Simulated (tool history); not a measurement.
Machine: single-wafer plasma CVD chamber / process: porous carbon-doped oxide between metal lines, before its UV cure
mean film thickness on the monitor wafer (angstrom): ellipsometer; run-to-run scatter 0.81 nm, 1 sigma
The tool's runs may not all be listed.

run,hour,heater temperature setpoint (deg C),RF power (W),deposition time (s),mean film thickness on the monitor wafer (angstrom)
1,0,310,560,26.6,1434.9
2,7.5,303,560,26.6,1484.2
3,13.4,312,560,26.6,1423
4,16.9,312,520,26.6,1304.9
5,19.4,312,520,26.6,1320.2
6,22.3,309,525,26.6,1352.8
7,28.9,306,530,26.6,1372.8
8,34.1,304,535,26.6,1427.5
9,35.3,302,535,26.6,1412.5
10,39,300,540,26.6,1451.1
11,45.5,298,545,26.6,1480.6
12,47.1,297,545,26.6,1489.8
13,52.4,296,545,26.6,1494.8
14,54,295,545,26.6,1502.9
15,62.8,294,545,26.6,1513.2
16,70.5,294,545,26.6,1515.6

Expected results for the next run?
17,78.3,294,545,26.6,?

mean film thickness on the monitor wafer (angstrom): 1504.3
